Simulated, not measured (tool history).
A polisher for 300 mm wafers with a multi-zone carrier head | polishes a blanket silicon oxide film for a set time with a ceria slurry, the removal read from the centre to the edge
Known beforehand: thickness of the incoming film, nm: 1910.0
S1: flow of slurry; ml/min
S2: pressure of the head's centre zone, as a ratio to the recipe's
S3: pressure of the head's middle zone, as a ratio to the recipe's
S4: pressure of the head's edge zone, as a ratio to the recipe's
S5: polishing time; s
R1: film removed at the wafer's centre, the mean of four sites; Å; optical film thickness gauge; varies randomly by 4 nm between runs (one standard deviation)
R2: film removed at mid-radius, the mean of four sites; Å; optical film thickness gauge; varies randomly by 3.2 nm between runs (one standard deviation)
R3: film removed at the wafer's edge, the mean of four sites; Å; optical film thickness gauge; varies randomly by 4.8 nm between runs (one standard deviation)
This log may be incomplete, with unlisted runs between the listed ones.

run 1 hour=0.0 | S1=255 S2=1.00 S3=1.00 S4=1.00 S5=70 | R1=2688.7 R2=2746.7 R3=2847.7
run 2 hour=8.1 | S1=260 S2=1.02 S3=1.01 S4=1.02 S5=73 | R1=2909.1 R2=2952.0 R3=3033.4
run 3 hour=11.9 | S1=265 S2=1.03 S3=1.02 S4=1.05 S5=75 | R1=3034.1 R2=3002.3 R3=3183.4
run 4 hour=19.3 | S1=270 S2=1.04 S3=1.04 S4=1.07 S5=76 | R1=3182.1 R2=3152.1 R3=3192.8
run 5 hour=23.6 | S1=230 S2=1.04 S3=1.04 S4=1.07 S5=76 | R1=3071.0 R2=3112.9 R3=3214.9
run 6 hour=30.4 | S1=175 S2=1.04 S3=1.04 S4=1.07 S5=76 | R1=2877.7 R2=2954.6 R3=3118.7
run 7 hour=37.0 | S1=195 S2=1.04 S3=1.05 S4=1.09 S5=77 | R1=3026.2 R2=3090.4 R3=3195.7

What does the tool deliver on the next run?
run 8 hour=40.3 | S1=210 S2=1.04 S3=1.05 S4=1.10 S5=79 | R1=? R2=? R3=?

{"run 8": {"R1": 3168.4, "R2": 3153.1, "R3": 3290.2}}
